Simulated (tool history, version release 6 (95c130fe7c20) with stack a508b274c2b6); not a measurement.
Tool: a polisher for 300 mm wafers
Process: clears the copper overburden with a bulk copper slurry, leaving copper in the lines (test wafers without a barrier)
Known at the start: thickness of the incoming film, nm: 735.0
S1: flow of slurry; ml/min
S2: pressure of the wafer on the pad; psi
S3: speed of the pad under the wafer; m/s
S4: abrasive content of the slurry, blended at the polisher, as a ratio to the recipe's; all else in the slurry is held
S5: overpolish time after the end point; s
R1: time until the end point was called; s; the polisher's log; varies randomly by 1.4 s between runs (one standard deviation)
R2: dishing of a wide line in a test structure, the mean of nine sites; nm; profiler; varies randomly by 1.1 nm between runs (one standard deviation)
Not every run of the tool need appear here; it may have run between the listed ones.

run	day	S1	S2	S3	S4	S5	R1	R2
1	0	225	2.4	1.26	1	10	77.09	65.762
2	0.317	225	2.4	1.26	1	6	74.234	42.559
3	0.454	225	2.4	1.26	1	10	74.47	65.193
4	0.521	225	2.1	1.26	1	11	81.798	63.089
5	0.804	225	2.1	1.26	1.1	11	81.385	66.708
6	0.862	195	2.1	1.26	1.1	11	82.101	63.626
7	1.188	195	1.9	1.24	1.1	12	92.709	61.315
8	1.271	190	1.8	1.24	1.1	13	94.406	65.142
9	1.629	190	1.7	1.24	1.1	13	97.813	62.826

Run 10 has not been measured yet. What should we expect?
10	1.704	185	1.2	1.22	1.1	14	?	?

{"run 10": {"R1": 128.51, "R2": 52.156}}
